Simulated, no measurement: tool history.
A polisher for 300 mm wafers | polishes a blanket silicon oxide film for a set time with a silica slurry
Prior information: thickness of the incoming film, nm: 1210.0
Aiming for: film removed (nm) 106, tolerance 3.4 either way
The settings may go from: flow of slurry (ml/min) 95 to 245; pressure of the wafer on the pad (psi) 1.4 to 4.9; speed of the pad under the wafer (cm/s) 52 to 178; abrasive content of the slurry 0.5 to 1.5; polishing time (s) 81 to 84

run    day  flow of slurry (ml/min)  pressure of the wafer on the pad (psi)  speed of the pad under the wafer (cm/s)  abrasive content of the slurry  polishing time (s)  film removed (nm)
  1      0                      155                                     3.1                                      114                               1                  81             177.45
  2  0.046                      150                                     2.6                                      114                               1                  81             150.64
  3  0.346                      145                                     2.3                                      114                               1                  81             130.79
  4  0.529                      135                                     2.2                                      114                               1                  81             125.59
  5  0.746                      170                                     2.2                                      114                               1                  81             131.14
  6  1.067                      190                                     2.2                                      114                               1                  81             130.59
  7  1.167                      190                                       2                                      114                               1                  81             119.15
  8  1.483                      190                                     1.9                                      114                               1                  81             114.73

5 candidate next runs follow, results not yet known. Just one meets every target within its allowed miss. Identify it.
  A  1.8                      235                                     2.6                                       80                             0.9                  84                  ?
  B  1.8                      190                                     2.2                                      116                             0.9                  82                  ?
  C  1.8                      185                                     1.8                                      118                             0.9                  81                  ?
  D  1.8                      175                                     2.5                                       84                             1.1                  82                  ?
  E  1.8                      175                                     2.1                                      122                            0.85                  84                  ?

move  film removed (nm)
   A             120.47
   B             131.19
   C             108.07
   D             122.96
   E             128.96
A: the biggest miss grows against the last run
B: the biggest miss grows against the last run
C: every result lands within tolerance
D: the biggest miss grows against the last run
E: the biggest miss grows against the last run
Answer: C
